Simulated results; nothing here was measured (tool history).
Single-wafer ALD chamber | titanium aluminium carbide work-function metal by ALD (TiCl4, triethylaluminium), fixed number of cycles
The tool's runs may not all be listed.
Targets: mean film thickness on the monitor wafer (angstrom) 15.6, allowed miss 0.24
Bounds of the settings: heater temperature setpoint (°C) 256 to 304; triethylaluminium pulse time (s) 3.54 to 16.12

run    day  heater temperature setpoint (°C)  triethylaluminium pulse time (s)  mean film thickness on the monitor wafer (angstrom)
  1      0                               280                              9.83                                               18.616
  2  0.229                               280                             12.42                                               19.137
  3  0.254                               275                             12.42                                               18.711
  4  0.283                               272                             11.02                                               18.254
  5    0.6                               264                             11.02                                               17.558
  6  0.746                               263                              9.77                                               17.222
  7  0.929                               262                               8.8                                               16.771
  8  1.225                               261                              8.32                                               16.347
  9  1.342                               260                              8.12                                               16.186

Which of these 4 next moves meets every target?
  A  1.458                               263                              9.72                                                    ?
  B  1.458                               256                              7.68                                                    ?
  C  1.458                               267                              9.42                                                    ?
  D  1.458                               270                              8.16                                                    ?

move  mean film thickness on the monitor wafer (angstrom)
   A                                                17.19
   B                                               15.522
   C                                               17.424
   D                                               17.011
A: further off than the last run
B: meets every target
C: further off than the last run
D: further off than the last run
Move B is the one to make.
